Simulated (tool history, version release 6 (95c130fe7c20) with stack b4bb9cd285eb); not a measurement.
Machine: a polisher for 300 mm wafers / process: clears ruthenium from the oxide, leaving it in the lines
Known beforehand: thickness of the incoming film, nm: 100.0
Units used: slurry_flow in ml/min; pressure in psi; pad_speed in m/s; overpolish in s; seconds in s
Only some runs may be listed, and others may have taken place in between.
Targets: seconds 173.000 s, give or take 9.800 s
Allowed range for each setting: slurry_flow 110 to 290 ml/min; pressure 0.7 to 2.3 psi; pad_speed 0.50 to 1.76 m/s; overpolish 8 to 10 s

{"run": 1, "day": 0.0, "slurry_flow": 185, "pressure": 1.5, "pad_speed": 1.12, "overpolish": 10, "seconds": 91.262}
{"run": 2, "day": 0.038, "slurry_flow": 185, "pressure": 1.5, "pad_speed": 1.26, "overpolish": 10, "seconds": 84.42}
{"run": 3, "day": 0.358, "slurry_flow": 185, "pressure": 1.5, "pad_speed": 1.26, "overpolish": 8, "seconds": 80.742}
{"run": 4, "day": 0.583, "slurry_flow": 185, "pressure": 1.5, "pad_speed": 1.42, "overpolish": 8, "seconds": 72.651}
{"run": 5, "day": 0.629, "slurry_flow": 180, "pressure": 1.3, "pad_speed": 1.3, "overpolish": 9, "seconds": 97.175}
{"run": 6, "day": 0.817, "slurry_flow": 180, "pressure": 1.5, "pad_speed": 1.3, "overpolish": 9, "seconds": 80.627}
{"run": 7, "day": 0.971, "slurry_flow": 175, "pressure": 1.1, "pad_speed": 1.18, "overpolish": 9, "seconds": 118.02}
{"run": 8, "day": 1.046, "slurry_flow": 170, "pressure": 0.7, "pad_speed": 1.02, "overpolish": 9, "seconds": 217.2}
{"run": 9, "day": 1.183, "slurry_flow": 170, "pressure": 0.8, "pad_speed": 1.02, "overpolish": 9, "seconds": 189.38}

Pick the move, out of 5, that brings all results within their allowed miss; only one does.
{"run": "A", "day": 1.321, "slurry_flow": 200, "pressure": 0.8, "pad_speed": 0.98, "overpolish": 9, "seconds": "?"}
{"run": "B", "day": 1.321, "slurry_flow": 225, "pressure": 0.9, "pad_speed": 0.84, "overpolish": 8, "seconds": "?"}
{"run": "C", "day": 1.321, "slurry_flow": 190, "pressure": 1.2, "pad_speed": 0.88, "overpolish": 9, "seconds": "?"}
{"run": "D", "day": 1.321, "slurry_flow": 145, "pressure": 0.9, "pad_speed": 1.16, "overpolish": 10, "seconds": "?"}
{"run": "E", "day": 1.321, "slurry_flow": 160, "pressure": 1.0, "pad_speed": 0.9, "overpolish": 8, "seconds": "?"}

move=A seconds=192.610
move=B seconds=197.650
move=C seconds=145.810
move=D seconds=151.100
move=E seconds=172.910
A: its largest miss is bigger than the last run's
B: its largest miss is bigger than the last run's
C: moves the result that the last run missed by most past its target, out the other side
D: moves the result that the last run missed by most past its target, out the other side
E: in spec on every target
Go with E: it meets all targets.
